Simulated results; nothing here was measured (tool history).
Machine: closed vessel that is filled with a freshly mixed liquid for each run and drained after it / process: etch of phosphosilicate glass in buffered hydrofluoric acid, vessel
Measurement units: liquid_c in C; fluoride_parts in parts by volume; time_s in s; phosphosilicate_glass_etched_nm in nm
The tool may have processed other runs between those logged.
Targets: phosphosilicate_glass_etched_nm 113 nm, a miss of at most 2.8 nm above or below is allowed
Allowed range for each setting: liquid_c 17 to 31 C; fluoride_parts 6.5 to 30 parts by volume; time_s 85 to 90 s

run,day,liquid_c,fluoride_parts,time_s,phosphosilicate_glass_etched_nm
1,0,23,18.5,85,211.93
2,0.2,23,18.5,90,222.75
3,0.529,23,13.5,90,303.57
4,0.592,20.5,13.5,90,265.03
5,0.762,20,16,90,219.6
6,0.942,20,16,85,207.19
7,1.162,19.5,17.5,85,186.16
8,1.496,19,19,85,164.98
9,1.621,17,24.5,85,124.26
10,1.921,17,25,85,118.5
11,2.292,17,25.5,85,119.48
12,2.492,17,26,85,117.95
# day 2.617: thermometer replaced
13,2.617,17,26.5,85,101.95
14,2.971,17.5,26.5,85,104.74
15,3.012,18,26.5,85,107.95

Exactly one of the 5 candidate moves below puts every result within its allowed miss. Which one?
A,3.054,18.5,28.5,90,?
B,3.054,18,27.5,85,?
C,3.054,18,29.5,90,?
D,3.054,18.5,28,85,?
E,3.054,18,30,90,?

move,phosphosilicate_glass_etched_nm
A,113.04
B,106.36
C,107.27
D,108.07
E,106.03
A: all results land within tolerance of their targets
B: further off than the last run
C: further off than the last run
D: about as far from the targets as the last run
E: further off than the last run
Go with A: it meets all targets.
